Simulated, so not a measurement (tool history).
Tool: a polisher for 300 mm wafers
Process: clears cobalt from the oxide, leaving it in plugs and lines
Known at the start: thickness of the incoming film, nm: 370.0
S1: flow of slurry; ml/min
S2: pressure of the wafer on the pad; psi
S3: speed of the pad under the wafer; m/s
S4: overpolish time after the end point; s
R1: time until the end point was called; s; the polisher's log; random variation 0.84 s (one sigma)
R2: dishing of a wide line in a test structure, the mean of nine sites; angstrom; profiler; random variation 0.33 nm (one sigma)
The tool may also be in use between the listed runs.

{"run": 1, "hour": 0.0, "S1": 265, "S2": 1.7, "S3": 1.3, "S4": 17, "R1": 60.584, "R2": 505.96}
{"run": 2, "hour": 0.6, "S1": 255, "S2": 1.6, "S3": 1.3, "S4": 14, "R1": 65.84, "R2": 471.98}
{"run": 3, "hour": 4.1, "S1": 255, "S2": 1.6, "S3": 1.14, "S4": 14, "R1": 73.231, "R2": 446.87}
{"run": 4, "hour": 5.0, "S1": 255, "S2": 1.4, "S3": 1.14, "S4": 14, "R1": 83.855, "R2": 421.01}
{"run": 5, "hour": 12.0, "S1": 255, "S2": 1.4, "S3": 0.9, "S4": 14, "R1": 106.28, "R2": 375.08}
{"run": 6, "hour": 20.3, "S1": 255, "S2": 1.7, "S3": 0.9, "S4": 14, "R1": 87.245, "R2": 419.24}
{"run": 7, "hour": 23.3, "S1": 295, "S2": 1.5, "S3": 1.08, "S4": 12, "R1": 82.933, "R2": 398.76}
{"run": 8, "hour": 28.8, "S1": 325, "S2": 1.4, "S3": 1.14, "S4": 10, "R1": 81.901, "R2": 348.47}
{"run": 9, "hour": 34.7, "S1": 400, "S2": 1.5, "S3": 1.24, "S4": 5, "R1": 68.469, "R2": 243.66}
{"run": 10, "hour": 39.0, "S1": 385, "S2": 1.5, "S3": 1.24, "S4": 5, "R1": 70.014, "R2": 247.35}

The next listed run, before its measurement:
{"run": 11, "hour": 39.9, "S1": 370, "S2": 1.5, "S3": 1.24, "S4": 5, "R1": "?", "R2": "?"}

{"run 11": {"R1": 70.072, "R2": 243.71}}

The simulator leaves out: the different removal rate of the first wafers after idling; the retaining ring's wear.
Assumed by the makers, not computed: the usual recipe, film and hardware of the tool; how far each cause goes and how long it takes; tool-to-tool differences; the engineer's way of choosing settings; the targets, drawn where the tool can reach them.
